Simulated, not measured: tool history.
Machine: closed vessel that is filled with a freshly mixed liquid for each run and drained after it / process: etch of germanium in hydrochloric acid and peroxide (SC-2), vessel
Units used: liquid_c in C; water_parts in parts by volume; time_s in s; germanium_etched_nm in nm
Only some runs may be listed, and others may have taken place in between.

run 1 hour=0.0 | liquid_c=64.0 water_parts=8.0 time_s=30 | germanium_etched_nm=178.96
run 2 hour=5.1 | liquid_c=64.0 water_parts=6.5 time_s=30 | germanium_etched_nm=183.18
run 3 hour=8.8 | liquid_c=64.0 water_parts=4.0 time_s=30 | germanium_etched_nm=184.93
run 4 hour=12.1 | liquid_c=69.5 water_parts=4.0 time_s=30 | germanium_etched_nm=217.73
run 5 hour=13.9 | liquid_c=72.0 water_parts=4.0 time_s=30 | germanium_etched_nm=233.68
run 6 hour=15.4 | liquid_c=72.0 water_parts=4.0 time_s=30 | germanium_etched_nm=234.67
run 7 hour=21.1 | liquid_c=65.5 water_parts=4.0 time_s=30 | germanium_etched_nm=194.45
run 8 hour=26.9 | liquid_c=61.0 water_parts=4.0 time_s=30 | germanium_etched_nm=170.52
run 9 hour=35.7 | liquid_c=57.5 water_parts=4.0 time_s=30 | germanium_etched_nm=152.98

Run 10, settings as shown, results not yet in. Your forecast:
run 10 hour=38.3 | liquid_c=57.5 water_parts=4.0 time_s=30 | germanium_etched_nm=?

Run 10 produced germanium_etched_nm 151.09 nm.
